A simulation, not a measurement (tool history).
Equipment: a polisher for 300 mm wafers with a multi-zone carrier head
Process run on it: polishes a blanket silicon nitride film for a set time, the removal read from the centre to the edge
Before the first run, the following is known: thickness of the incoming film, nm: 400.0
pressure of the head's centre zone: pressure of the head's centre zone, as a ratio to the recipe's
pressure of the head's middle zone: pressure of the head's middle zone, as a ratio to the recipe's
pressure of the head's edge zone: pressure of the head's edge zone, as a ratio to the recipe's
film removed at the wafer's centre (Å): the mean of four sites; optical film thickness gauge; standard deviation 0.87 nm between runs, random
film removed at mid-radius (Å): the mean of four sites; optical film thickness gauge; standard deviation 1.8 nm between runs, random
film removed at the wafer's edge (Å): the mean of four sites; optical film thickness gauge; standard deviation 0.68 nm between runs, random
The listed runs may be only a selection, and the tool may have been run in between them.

run	day	flow of slurry (ml/min)	pressure of the head's centre zone	pressure of the head's middle zone	pressure of the head's edge zone	polishing time (s)	film removed at the wafer's centre (Å)	film removed at mid-radius (Å)	film removed at the wafer's edge (Å)
1	0.000	180	1.00	1.00	1.00	41	794.75	788.39	775.55
2	0.117	135	1.00	1.00	1.00	41	750.12	758.87	754.48
3	0.338	135	1.00	0.97	1.00	41	748.61	731.69	745.10
4	0.600	135	0.96	0.97	1.00	41	723.09	726.84	745.37
5	0.967	135	0.96	0.89	1.00	41	727.05	689.92	748.40
6	1.300	135	1.00	0.89	1.00	41	744.62	681.45	754.70
7	1.379	150	0.99	0.95	1.03	43	791.45	742.53	807.79

Estimate the outcome of run 8 from the log above:
8	1.746	165	0.97	1.00	1.03	46	?	?	?

film removed at the wafer's centre (Å): 853.05
film removed at mid-radius (Å): 870.54
film removed at the wafer's edge (Å): 871.45
